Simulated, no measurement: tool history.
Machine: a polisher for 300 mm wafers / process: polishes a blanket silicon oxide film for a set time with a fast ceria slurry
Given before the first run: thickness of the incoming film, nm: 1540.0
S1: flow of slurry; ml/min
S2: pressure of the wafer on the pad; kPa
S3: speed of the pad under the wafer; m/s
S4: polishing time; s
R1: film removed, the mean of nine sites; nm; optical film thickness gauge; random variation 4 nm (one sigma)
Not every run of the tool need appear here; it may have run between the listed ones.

Run 1, hour 0.0: S1 205 ml/min, S2 20.0 kPa, S3 0.84 m/s, S4 55 s. Result: R1 538.78 nm.
Run 2, hour 6.4: S1 205 ml/min, S2 23.4 kPa, S3 0.84 m/s, S4 55 s. Result: R1 621.68 nm.
Run 3, hour 11.1: S1 170 ml/min, S2 23.4 kPa, S3 0.84 m/s, S4 55 s. Result: R1 607.32 nm.
Run 4, hour 16.4: S1 170 ml/min, S2 23.4 kPa, S3 0.98 m/s, S4 55 s. Result: R1 704.19 nm.
Run 5, hour 19.7: S1 165 ml/min, S2 20.7 kPa, S3 0.98 m/s, S4 55 s. Result: R1 624.86 nm.
Run 6, hour 22.5: S1 160 ml/min, S2 18.6 kPa, S3 0.98 m/s, S4 55 s. Result: R1 565.34 nm.

Expected results for the next run?
Run 7, hour 29.0: S1 155 ml/min, S2 17.2 kPa, S3 0.98 m/s, S4 55 s. Result: R1 ?.

Logged for run 7: R1 528.33 nm.
